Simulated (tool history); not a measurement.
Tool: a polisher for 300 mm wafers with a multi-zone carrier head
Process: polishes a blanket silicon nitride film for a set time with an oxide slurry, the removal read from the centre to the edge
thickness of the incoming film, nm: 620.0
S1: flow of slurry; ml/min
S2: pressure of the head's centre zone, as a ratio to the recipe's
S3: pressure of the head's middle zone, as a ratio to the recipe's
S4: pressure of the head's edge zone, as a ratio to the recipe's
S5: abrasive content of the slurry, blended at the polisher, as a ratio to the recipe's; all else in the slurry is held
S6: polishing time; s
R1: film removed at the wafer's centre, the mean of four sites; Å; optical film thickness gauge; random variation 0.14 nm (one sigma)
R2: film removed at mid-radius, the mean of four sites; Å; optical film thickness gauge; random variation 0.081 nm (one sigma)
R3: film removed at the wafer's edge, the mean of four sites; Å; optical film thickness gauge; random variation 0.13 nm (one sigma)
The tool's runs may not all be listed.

run 1 day=0.000 | S1=190 S2=1.00 S3=1.00 S4=1.00 S5=1.00 S6=54 | R1=191.33 R2=195.34 R3=189.52
run 2 day=0.338 | S1=180 S2=0.98 S3=0.96 S4=0.99 S5=0.90 S6=50 | R1=167.99 R2=165.85 R3=168.33
run 3 day=0.471 | S1=180 S2=0.98 S3=0.96 S4=0.99 S5=0.90 S6=42 | R1=139.57 R2=141.42 R3=140.93
run 4 day=0.550 | S1=135 S2=0.98 S3=0.96 S4=0.99 S5=0.90 S6=42 | R1=130.41 R2=131.34 R3=135.41
run 5 day=0.725 | S1=135 S2=1.03 S3=0.96 S4=0.99 S5=0.90 S6=42 | R1=137.45 R2=132.67 R3=134.04
run 6 day=1.096 | S1=130 S2=1.00 S3=0.94 S4=0.98 S5=0.80 S6=42 | R1=126.06 R2=123.83 R3=133.09
run 7 day=1.129 | S1=135 S2=1.00 S3=0.93 S4=0.97 S5=0.75 S6=40 | R1=121.45 R2=118.94 R3=121.67
run 8 day=1.296 | S1=135 S2=1.00 S3=0.93 S4=0.97 S5=0.75 S6=40 | R1=124.37 R2=115.00 R3=118.62
run 9 day=1.412 | S1=130 S2=0.97 S3=0.92 S4=0.97 S5=0.70 S6=40 | R1=113.70 R2=112.40 R3=116.34
run 10 day=1.483 | S1=125 S2=0.96 S3=0.90 S4=0.97 S5=0.70 S6=40 | R1=111.50 R2=107.90 R3=117.99
run 11 day=1.779 | S1=125 S2=0.95 S3=0.89 S4=0.96 S5=0.70 S6=40 | R1=110.82 R2=108.55 R3=118.47
run 12 day=1.988 | S1=125 S2=0.94 S3=0.88 S4=0.95 S5=0.65 S6=40 | R1=105.99 R2=103.90 R3=113.90
run 13 day=2.192 | S1=125 S2=0.94 S3=0.87 S4=0.94 S5=0.65 S6=40 | R1=106.75 R2=102.60 R3=111.22
run 14 day=2.538 | S1=125 S2=0.94 S3=0.87 S4=0.94 S5=0.65 S6=40 | R1=108.99 R2=103.55 R3=114.69

Forecast run 15:
run 15 day=2.571 | S1=125 S2=0.94 S3=0.87 S4=0.94 S5=0.65 S6=40 | R1=? R2=? R3=?

R1: 105.49 Å
R2: 104.68 Å
R3: 114.09 Å

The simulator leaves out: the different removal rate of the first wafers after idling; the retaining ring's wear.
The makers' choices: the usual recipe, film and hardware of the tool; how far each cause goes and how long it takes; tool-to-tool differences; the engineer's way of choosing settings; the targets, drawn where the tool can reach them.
